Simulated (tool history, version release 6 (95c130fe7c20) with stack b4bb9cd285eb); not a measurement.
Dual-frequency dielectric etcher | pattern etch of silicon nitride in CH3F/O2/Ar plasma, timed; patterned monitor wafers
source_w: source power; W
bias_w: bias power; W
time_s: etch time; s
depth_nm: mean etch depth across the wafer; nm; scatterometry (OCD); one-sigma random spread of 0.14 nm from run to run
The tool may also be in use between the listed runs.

run	hour	source_w	bias_w	time_s	depth_nm
1	0	320	62	75	51.175
2	5.7	310	61	75	50.217
3	9.4	310	61	79	53.398
4	11.2	290	61	79	51.952
5	13.5	290	61	75	49.303
6	18.5	280	60	75	48.149
7	24.9	270	60	75	47.527
8	32.9	260	60	75	47.136

Run 9 comes next. What will it give?
9	34.1	250	60	75	?

depth_nm: 46.349 nm
